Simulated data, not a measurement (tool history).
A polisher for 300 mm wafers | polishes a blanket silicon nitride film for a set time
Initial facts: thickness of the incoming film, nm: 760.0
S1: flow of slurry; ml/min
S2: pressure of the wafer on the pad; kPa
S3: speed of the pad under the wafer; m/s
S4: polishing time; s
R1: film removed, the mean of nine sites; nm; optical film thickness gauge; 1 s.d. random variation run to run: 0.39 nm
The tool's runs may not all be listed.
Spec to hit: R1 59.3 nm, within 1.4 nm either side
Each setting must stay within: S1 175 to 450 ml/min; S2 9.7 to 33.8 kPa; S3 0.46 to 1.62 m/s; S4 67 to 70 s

Run 1, hour 0: S1 290 ml/min, S2 21.4 kPa, S3 1.04 m/s, S4 67 s. Result: R1 93.76 nm.
Run 2, hour 6.7: S1 290 ml/min, S2 21.4 kPa, S3 1.04 m/s, S4 67 s. Result: R1 93.087 nm.
Run 3, hour 9.9: S1 290 ml/min, S2 20 kPa, S3 1.04 m/s, S4 67 s. Result: R1 87.443 nm.
Run 4, hour 14.9: S1 290 ml/min, S2 20 kPa, S3 0.86 m/s, S4 67 s. Result: R1 77.75 nm.
Run 5, hour 23.6: S1 290 ml/min, S2 19.3 kPa, S3 0.86 m/s, S4 67 s. Result: R1 74.651 nm.
Run 6, hour 27.5: S1 290 ml/min, S2 18.6 kPa, S3 0.86 m/s, S4 67 s. Result: R1 73.364 nm.
Run 7, hour 35.8: S1 290 ml/min, S2 18.6 kPa, S3 0.86 m/s, S4 67 s. Result: R1 73.101 nm.
Run 8, hour 38.1: S1 290 ml/min, S2 17.9 kPa, S3 0.86 m/s, S4 67 s. Result: R1 70.012 nm.
Run 9, hour 45.5: S1 290 ml/min, S2 17.2 kPa, S3 0.86 m/s, S4 67 s. Result: R1 68.133 nm.
Run 10, hour 49.8: S1 290 ml/min, S2 16.5 kPa, S3 0.86 m/s, S4 67 s. Result: R1 65.201 nm.

Exactly one of the 4 candidate moves below puts every result within its allowed miss. Which one?
Run A, hour 54.1: S1 265 ml/min, S2 15.9 kPa, S3 0.8 m/s, S4 67 s. Result: R1 ?.
Run B, hour 54.1: S1 275 ml/min, S2 16.5 kPa, S3 0.74 m/s, S4 70 s. Result: R1 ?.
Run C, hour 54.1: S1 245 ml/min, S2 19.3 kPa, S3 0.62 m/s, S4 67 s. Result: R1 ?.
Run D, hour 54.1: S1 375 ml/min, S2 16.5 kPa, S3 0.8 m/s, S4 67 s. Result: R1 ?.

move      R1
   A   59.72
   B  62.664
   C  63.177
   D  63.932
A: each result inside its tolerance
B: better than the last run, though not everything is in spec
C: better than the last run, though not everything is in spec
D: better than the last run, though not everything is in spec
A is the move that brings every result within its allowed miss.
